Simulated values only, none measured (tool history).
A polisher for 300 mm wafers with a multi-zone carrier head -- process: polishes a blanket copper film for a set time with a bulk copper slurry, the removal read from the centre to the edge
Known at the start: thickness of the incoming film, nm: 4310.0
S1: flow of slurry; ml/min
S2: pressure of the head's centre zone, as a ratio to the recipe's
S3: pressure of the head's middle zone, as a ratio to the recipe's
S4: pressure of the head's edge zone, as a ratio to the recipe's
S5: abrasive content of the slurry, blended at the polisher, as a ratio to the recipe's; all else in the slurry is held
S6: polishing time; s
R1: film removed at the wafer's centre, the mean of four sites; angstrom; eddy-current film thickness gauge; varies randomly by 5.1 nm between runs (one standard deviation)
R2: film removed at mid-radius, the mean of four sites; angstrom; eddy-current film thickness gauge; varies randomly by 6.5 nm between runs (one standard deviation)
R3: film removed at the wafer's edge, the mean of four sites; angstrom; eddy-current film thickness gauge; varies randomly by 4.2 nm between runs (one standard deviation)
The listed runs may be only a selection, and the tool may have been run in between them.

run 1 hour=0 | S1=220 S2=1 S3=1 S4=1 S5=1 S6=48 | R1=4035.7 R2=4077.2 R3=4091
run 2 hour=8.2 | S1=230 S2=1 S3=1.03 S4=1.02 S5=1.1 S6=49 | R1=4268.9 R2=4381.7 R3=4309.5
run 3 hour=10.2 | S1=235 S2=0.99 S3=1.06 S4=1.04 S5=1.15 S6=50 | R1=4216.8 R2=4669.7 R3=4534
run 4 hour=18.5 | S1=235 S2=0.99 S3=1.06 S4=1.04 S5=1.15 S6=39 | R1=3367.7 R2=3669.9 R3=3546.6
run 5 hour=24.7 | S1=240 S2=1 S3=1.08 S4=1.05 S5=1.2 S6=41 | R1=3615.6 R2=3898.2 R3=3754.7
run 6 hour=30.5 | S1=245 S2=1 S3=1.1 S4=1.05 S5=1.25 S6=43 | R1=3794.5 R2=4154.3 R3=4010.4

Run 7 has not been measured yet. What should we expect?
run 7 hour=31 | S1=250 S2=1 S3=1.12 S4=1.03 S5=1.3 S6=45 | R1=? R2=? R3=?

R1: 4034.3 angstrom
R2: 4494.3 angstrom
R3: 4176.6 angstrom
